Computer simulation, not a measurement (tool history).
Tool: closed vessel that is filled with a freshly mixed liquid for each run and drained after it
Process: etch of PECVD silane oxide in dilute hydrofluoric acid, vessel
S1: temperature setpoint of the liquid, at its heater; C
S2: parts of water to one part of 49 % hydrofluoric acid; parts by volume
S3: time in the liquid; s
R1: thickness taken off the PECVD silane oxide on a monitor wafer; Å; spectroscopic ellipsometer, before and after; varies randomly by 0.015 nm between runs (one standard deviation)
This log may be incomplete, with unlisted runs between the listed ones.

run,hour,S1,S2,S3,R1
1,0.0,26.0,200,30,62.777
2,7.9,26.0,200,30,62.536
3,15.6,23.0,200,30,56.076
4,24.7,22.0,205,30,52.672
5,28.7,19.5,205,30,47.834
6,34.7,19.5,205,30,47.716
7,39.9,19.0,205,30,47.001

Predict the results of run 8:
# hour 48.5: thermometer replaced
8,48.5,19.0,205,30,?

{"run 8": {"R1": 44.844}}
